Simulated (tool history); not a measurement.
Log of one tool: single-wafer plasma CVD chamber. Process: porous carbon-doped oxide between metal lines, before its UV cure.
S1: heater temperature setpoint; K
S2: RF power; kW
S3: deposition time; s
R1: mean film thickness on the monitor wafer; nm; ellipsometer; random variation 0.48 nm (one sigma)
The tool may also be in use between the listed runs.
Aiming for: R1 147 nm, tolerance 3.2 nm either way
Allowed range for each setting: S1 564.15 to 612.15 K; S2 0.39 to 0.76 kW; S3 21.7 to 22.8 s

Run 1, day 0: S1 588.15 K, S2 0.575 kW, S3 22.8 s. Result: R1 118.42 nm.
Run 2, day 0.325: S1 588.15 K, S2 0.51 kW, S3 22.8 s. Result: R1 108.09 nm.
Run 3, day 0.671: S1 584.15 K, S2 0.54 kW, S3 22.8 s. Result: R1 114.47 nm.
Run 4, day 0.762: S1 581.15 K, S2 0.57 kW, S3 22.8 s. Result: R1 121.67 nm.
Run 5, day 1.104: S1 578.15 K, S2 0.59 kW, S3 22.8 s. Result: R1 126.77 nm.
Run 6, day 1.175: S1 578.15 K, S2 0.59 kW, S3 21.7 s. Result: R1 121.41 nm.
Run 7, day 1.429: S1 578.15 K, S2 0.59 kW, S3 21.7 s. Result: R1 121.21 nm.
Run 8, day 1.7: S1 576.15 K, S2 0.61 kW, S3 21.8 s. Result: R1 126.17 nm.
Run 9, day 1.833: S1 574.15 K, S2 0.625 kW, S3 21.9 s. Result: R1 130.53 nm.

Exactly one of the 5 candidate moves below puts every result within its allowed miss. Which one?
Run A, day 1.967: S1 588.15 K, S2 0.58 kW, S3 21.8 s. Result: R1 ?.
Run B, day 1.967: S1 577.15 K, S2 0.535 kW, S3 21.7 s. Result: R1 ?.
Run C, day 1.967: S1 569.15 K, S2 0.665 kW, S3 22.8 s. Result: R1 ?.
Run D, day 1.967: S1 570.15 K, S2 0.715 kW, S3 22.8 s. Result: R1 ?.
Run E, day 1.967: S1 568.15 K, S2 0.695 kW, S3 22.8 s. Result: R1 ?.

move      R1
   A  113.96
   B  111.67
   C  144.99
   D  152.52
   E  150.72
A: further off than the last run
B: further off than the last run
C: hits every target within its allowed miss
D: takes the biggest miss from the last run beyond its target
E: takes the biggest miss from the last run beyond its target
Go with C: it meets all targets.
